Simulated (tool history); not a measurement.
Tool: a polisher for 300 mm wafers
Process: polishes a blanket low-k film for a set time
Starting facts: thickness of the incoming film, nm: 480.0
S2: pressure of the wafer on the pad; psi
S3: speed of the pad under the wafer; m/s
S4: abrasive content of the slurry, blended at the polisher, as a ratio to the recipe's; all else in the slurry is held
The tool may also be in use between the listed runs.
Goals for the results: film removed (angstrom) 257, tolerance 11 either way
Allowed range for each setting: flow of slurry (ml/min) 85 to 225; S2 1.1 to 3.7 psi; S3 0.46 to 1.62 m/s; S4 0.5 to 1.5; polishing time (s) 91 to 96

run 1 hour=0 | flow_of_slurry_(ml/min)=145 S2=2.4 S3=1.04 S4=1 polishing_time_(s)=91 | film_removed_(angstrom)=476.52
run 2 hour=5.2 | flow_of_slurry_(ml/min)=180 S2=2.4 S3=1.04 S4=1 polishing_time_(s)=91 | film_removed_(angstrom)=495.17
run 3 hour=8.8 | flow_of_slurry_(ml/min)=180 S2=2.4 S3=1.04 S4=1 polishing_time_(s)=91 | film_removed_(angstrom)=495.06
run 4 hour=16.1 | flow_of_slurry_(ml/min)=180 S2=2.1 S3=1 S4=1 polishing_time_(s)=91 | film_removed_(angstrom)=430.93
-- hour=23.1 slurry blender recalibrated
run 5 hour=23.1 | flow_of_slurry_(ml/min)=180 S2=2.1 S3=1 S4=0.8 polishing_time_(s)=91 | film_removed_(angstrom)=426.58
run 6 hour=27.1 | flow_of_slurry_(ml/min)=180 S2=2.1 S3=1 S4=0.8 polishing_time_(s)=91 | film_removed_(angstrom)=423.25
run 7 hour=28.8 | flow_of_slurry_(ml/min)=175 S2=1.9 S3=0.96 S4=0.8 polishing_time_(s)=91 | film_removed_(angstrom)=378.46
run 8 hour=31.8 | flow_of_slurry_(ml/min)=165 S2=1.3 S3=0.86 S4=0.8 polishing_time_(s)=91 | film_removed_(angstrom)=240.82

Below are 4 possible settings for the next run. Only one of them brings all results inside the allowed miss of their targets. Which is it?
run A hour=34.8 | flow_of_slurry_(ml/min)=160 S2=1.2 S3=0.82 S4=1 polishing_time_(s)=91 | film_removed_(angstrom)=?
run B hour=34.8 | flow_of_slurry_(ml/min)=145 S2=1.6 S3=0.74 S4=0.5 polishing_time_(s)=96 | film_removed_(angstrom)=?
run C hour=34.8 | flow_of_slurry_(ml/min)=160 S2=1.3 S3=0.94 S4=0.85 polishing_time_(s)=91 | film_removed_(angstrom)=?
run D hour=34.8 | flow_of_slurry_(ml/min)=170 S2=1.3 S3=0.8 S4=0.8 polishing_time_(s)=91 | film_removed_(angstrom)=?

move=A film_removed_(angstrom)=227.29
move=B film_removed_(angstrom)=227.25
move=C film_removed_(angstrom)=257.46
move=D film_removed_(angstrom)=225.65
A: misses by more than the last run did
B: misses by more than the last run did
C: hits every target within its allowed miss
D: misses by more than the last run did
Move C is the one to make.

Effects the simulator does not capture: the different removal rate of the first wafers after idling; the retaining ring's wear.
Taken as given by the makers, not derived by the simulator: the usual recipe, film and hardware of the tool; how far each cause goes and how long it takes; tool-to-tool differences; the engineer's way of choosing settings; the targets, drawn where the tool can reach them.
